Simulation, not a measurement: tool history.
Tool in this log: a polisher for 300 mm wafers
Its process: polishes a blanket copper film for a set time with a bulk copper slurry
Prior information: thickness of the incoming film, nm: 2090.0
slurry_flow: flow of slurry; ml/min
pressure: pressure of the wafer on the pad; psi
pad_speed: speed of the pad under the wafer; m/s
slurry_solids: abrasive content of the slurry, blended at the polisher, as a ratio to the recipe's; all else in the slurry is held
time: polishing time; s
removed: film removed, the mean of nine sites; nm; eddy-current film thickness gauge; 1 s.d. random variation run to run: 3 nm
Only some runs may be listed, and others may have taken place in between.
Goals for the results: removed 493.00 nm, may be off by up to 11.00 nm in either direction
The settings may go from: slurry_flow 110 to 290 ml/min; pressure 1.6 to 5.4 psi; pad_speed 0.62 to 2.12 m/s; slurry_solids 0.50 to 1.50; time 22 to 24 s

| run | hour | slurry_flow | pressure | pad_speed | slurry_solids | time | removed |
|---|---|---|---|---|---|---|---|
| 1 | 0.0 | 185 | 3.5 | 1.36 | 1.00 | 24 | 412.66 |
| 2 | 6.3 | 195 | 3.6 | 1.36 | 1.00 | 24 | 425.89 |
| 3 | 13.7 | 195 | 3.6 | 1.36 | 1.00 | 24 | 422.51 |
| 4 | 16.7 | 195 | 2.8 | 1.36 | 1.00 | 24 | 361.33 |
| 5 | 17.5 | 205 | 3.1 | 1.36 | 1.00 | 24 | 391.82 |
| 6 | 25.1 | 205 | 3.1 | 1.36 | 1.00 | 22 | 357.86 |
| 7 | 33.7 | 205 | 3.4 | 1.36 | 1.00 | 22 | 380.54 |
| 8 | 36.4 | 250 | 4.4 | 1.36 | 1.00 | 22 | 464.06 |
| 9 | 39.1 | 250 | 4.5 | 1.36 | 1.00 | 22 | 471.78 |
| 10 | 48.0 | 250 | 4.6 | 1.36 | 1.00 | 22 | 474.74 |

Which of these 5 next moves meets every target?
| A | 56.9 | 285 | 4.2 | 1.40 | 0.85 | 23 | ? |
| B | 56.9 | 275 | 4.6 | 1.28 | 1.00 | 24 | ? |
| C | 56.9 | 225 | 4.6 | 1.28 | 1.00 | 22 | ? |
| D | 56.9 | 270 | 4.5 | 1.30 | 0.90 | 22 | ? |
| E | 56.9 | 230 | 4.1 | 1.34 | 1.30 | 22 | ? |

| move | removed |
|---|---|
| A | 470.36 |
| B | 491.72 |
| C | 440.65 |
| D | 441.57 |
| E | 445.98 |
A: moves away from the targets compared with the last run
B: all results land within tolerance of their targets
C: moves away from the targets compared with the last run
D: moves away from the targets compared with the last run
E: moves away from the targets compared with the last run
The right move is B.
